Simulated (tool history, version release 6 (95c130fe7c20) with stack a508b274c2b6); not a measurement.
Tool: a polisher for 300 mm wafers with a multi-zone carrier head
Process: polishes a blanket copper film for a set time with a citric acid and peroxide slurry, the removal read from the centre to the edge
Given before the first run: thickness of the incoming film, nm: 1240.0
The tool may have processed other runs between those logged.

run  hour  flow of slurry (ml/min)  pressure of the head's centre zone  pressure of the head's middle zone  pressure of the head's edge zone  abrasive content of the slurry  polishing time (s)  film removed at the wafer's centre (angstrom)  film removed at mid-radius (angstrom)  film removed at the wafer's edge (angstrom)
  1   0.0                      315                                1.00                                1.00                              1.00                            1.00                  81                                         1836.0                                 1883.9                                       1854.4
  2   1.5                      345                                1.00                                1.00                              1.00                            1.00                  81                                         1850.6                                 1893.4                                       1900.3
  3   8.5                      345                                1.00                                1.00                              0.96                            1.00                  81                                         1858.7                                 1911.6                                       1816.2
  4  15.7                      340                                0.97                                0.95                              0.98                            0.95                  81                                         1806.3                                 1778.0                                       1812.4
  5  20.6                      340                                0.97                                0.95                              0.98                            0.95                  69                                         1492.4                                 1526.7                                       1553.0
  6  22.1                      340                                0.97                                0.95                              0.90                            0.95                  69                                         1538.5                                 1496.2                                       1479.4
  7  28.6                      340                                0.97                                0.92                              0.97                            1.00                  69                                         1540.1                                 1521.8                                       1590.3
  8  37.3                      345                                0.98                                0.90                              1.01                            1.00                  69                                         1571.0                                 1474.7                                       1593.6
  9  46.1                      345                                0.97                                0.89                              1.06                            1.05                  69                                         1591.6                                 1482.1                                       1681.3

Predict the results of run 10:
 10  51.3                      345                                0.96                                0.89                              1.09                            1.05                  69                                              ?                                      ?                                            ?

film removed at the wafer's centre (angstrom): 1561.2
film removed at mid-radius (angstrom): 1479.3
film removed at the wafer's edge (angstrom): 1678.1
